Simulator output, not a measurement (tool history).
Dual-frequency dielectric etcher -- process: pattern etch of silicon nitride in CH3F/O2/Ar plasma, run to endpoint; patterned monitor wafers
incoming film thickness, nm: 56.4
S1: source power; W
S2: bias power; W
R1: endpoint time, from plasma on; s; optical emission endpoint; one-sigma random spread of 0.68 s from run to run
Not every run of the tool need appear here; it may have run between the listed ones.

run  hour   S1   S2      R1
  1   0.0  550   89  65.649
  2   2.5  510   86  67.542
  3  11.5  510  101  64.661
  4  14.5  470   96  67.793
  5  16.2  440   93  70.833
  6  20.0  440  108  67.302
  7  26.9  420  104  69.799

Estimate the outcome of run 8 from the log above:
  8  33.0  400  102   ?

{"run 8": {"R1": 71.863}}

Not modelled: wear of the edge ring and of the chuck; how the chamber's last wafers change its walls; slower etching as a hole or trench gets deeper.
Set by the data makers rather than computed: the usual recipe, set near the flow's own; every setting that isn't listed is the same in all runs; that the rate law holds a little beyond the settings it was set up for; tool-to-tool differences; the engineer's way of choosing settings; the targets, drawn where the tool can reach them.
